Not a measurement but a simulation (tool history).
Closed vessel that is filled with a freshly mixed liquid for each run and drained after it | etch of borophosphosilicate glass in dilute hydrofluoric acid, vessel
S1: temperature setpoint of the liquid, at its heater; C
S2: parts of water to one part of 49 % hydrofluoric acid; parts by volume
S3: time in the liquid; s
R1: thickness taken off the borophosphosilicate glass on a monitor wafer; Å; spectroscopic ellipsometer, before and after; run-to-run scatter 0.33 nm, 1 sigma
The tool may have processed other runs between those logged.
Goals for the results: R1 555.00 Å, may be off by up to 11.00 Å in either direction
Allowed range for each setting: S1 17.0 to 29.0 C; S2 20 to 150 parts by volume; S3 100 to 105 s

run	hour	S1	S2	S3	R1
1	0.0	21.0	85	100	851.37
2	3.1	19.5	90	100	758.53
3	5.6	19.5	90	105	800.93
4	8.0	18.5	95	105	721.20
5	8.9	17.0	95	105	677.84
6	10.9	18.5	95	105	725.34
7	13.6	18.0	100	105	671.29
8	19.2	17.5	105	105	617.43
9	27.3	17.0	110	105	569.17
10	28.7	17.0	110	105	575.70

Which one of the following 5 next-run settings gets every result inside its allowed miss? There is exactly one.
A	30.1	17.5	110	105	?
B	30.1	17.0	115	100	?
C	30.1	18.5	115	105	?
D	30.1	17.5	105	100	?
E	30.1	18.5	120	105	?

move	R1
A	586.65
B	520.74
C	581.50
D	588.47
E	554.27
A: the biggest miss grows against the last run
B: moves the result that the last run missed by most past its target, out the other side
C: the biggest miss grows against the last run
D: the biggest miss grows against the last run
E: all results land within tolerance of their targets
Go with E: it meets all targets.

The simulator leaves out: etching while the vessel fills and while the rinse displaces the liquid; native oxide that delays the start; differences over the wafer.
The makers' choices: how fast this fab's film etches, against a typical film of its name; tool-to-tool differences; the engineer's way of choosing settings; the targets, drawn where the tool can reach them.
